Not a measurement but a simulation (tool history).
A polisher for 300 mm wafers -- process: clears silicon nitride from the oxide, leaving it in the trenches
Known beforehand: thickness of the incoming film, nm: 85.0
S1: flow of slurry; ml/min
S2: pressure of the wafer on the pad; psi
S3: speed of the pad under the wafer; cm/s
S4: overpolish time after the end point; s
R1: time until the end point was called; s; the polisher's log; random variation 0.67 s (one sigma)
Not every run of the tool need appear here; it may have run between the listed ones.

run 1 hour=0.0 | S1=240 S2=3.3 S3=116 S4=5 | R1=66.831
run 2 hour=2.5 | S1=240 S2=3.6 S3=118 S4=5 | R1=60.430
run 3 hour=6.6 | S1=240 S2=2.9 S3=118 S4=5 | R1=72.394
run 4 hour=15.3 | S1=240 S2=3.4 S3=120 S4=5 | R1=63.065
run 5 hour=16.0 | S1=240 S2=3.4 S3=120 S4=5 | R1=64.521
run 6 hour=24.7 | S1=240 S2=3.8 S3=122 S4=5 | R1=56.123
run 7 hour=28.8 | S1=240 S2=4.0 S3=122 S4=5 | R1=53.061
run 8 hour=37.6 | S1=240 S2=4.2 S3=122 S4=5 | R1=51.451

Run 9, settings as shown, results not yet in. Your forecast:
run 9 hour=46.2 | S1=240 S2=4.3 S3=122 S4=5 | R1=?

Run 9 produced R1 50.272 s.
